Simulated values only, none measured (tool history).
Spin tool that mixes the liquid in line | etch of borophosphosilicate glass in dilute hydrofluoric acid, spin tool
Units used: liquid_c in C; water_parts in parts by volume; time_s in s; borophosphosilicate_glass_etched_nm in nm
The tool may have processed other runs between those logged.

run	hour	liquid_c	water_parts	time_s	borophosphosilicate_glass_etched_nm
1	0	24	65	15	7.9326
2	6.5	24	65	15	7.7319
3	8.4	25	65	15	8.2327
4	14.3	23	65	15	7.5995
5	20.8	20	65	15	6.741
6	28.7	21.5	65	15	7.1559
7	36.8	23	65	15	7.6872
8	42.5	23	65	15	7.6217
9	46.2	24	65	15	8.0301
10	49.1	28	55	15	11.239

What does the tool deliver on the next run?
11	51.4	28.5	55	15	?

borophosphosilicate_glass_etched_nm: 11.356 nm
